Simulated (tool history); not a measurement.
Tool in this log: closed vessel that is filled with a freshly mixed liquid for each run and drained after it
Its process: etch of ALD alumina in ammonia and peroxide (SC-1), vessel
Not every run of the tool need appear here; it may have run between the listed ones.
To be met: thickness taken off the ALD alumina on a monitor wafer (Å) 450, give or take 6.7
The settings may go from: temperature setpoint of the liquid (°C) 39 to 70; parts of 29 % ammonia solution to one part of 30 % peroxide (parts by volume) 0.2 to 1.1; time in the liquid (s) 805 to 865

run,hour,temperature setpoint of the liquid (°C),parts of 29 % ammonia solution to one part of 30 % peroxide (parts by volume),time in the liquid (s),thickness taken off the ALD alumina on a monitor wafer (Å)
1,0,55,0.6,805,803.23
2,4.4,52,0.6,805,686.06
3,6.8,52,0.7,805,693.91
4,10.2,52,0.55,805,680.65
5,12.1,50,0.55,805,609.8
6,17.7,50,0.55,865,657.39
7,21.9,48.5,0.55,865,599.62
8,29.5,47.5,0.55,865,571.42
9,30.5,46.5,0.55,865,535.62
10,37.7,46.5,0.55,865,535.86
11,40.8,46,0.55,865,520.35
12,48,45.5,0.55,865,507.86
13,48.9,43,0.55,865,444.64

Consider the 5 candidate settings below. Which is the only one whose results all fall within their allowed miss of target?
A,49.8,44,0.45,825,?
B,49.8,43,0.6,845,?
C,49.8,43,0.7,865,?
D,49.8,43,0.55,845,?
E,49.8,44.5,0.4,805,?

move,thickness taken off the ALD alumina on a monitor wafer (Å)
A,434.21
B,431.53
C,448.28
D,427.97
E,431.13
A: its largest miss is bigger than the last run's
B: its largest miss is bigger than the last run's
C: every result lands within tolerance
D: its largest miss is bigger than the last run's
E: its largest miss is bigger than the last run's
Move C is the one to make.
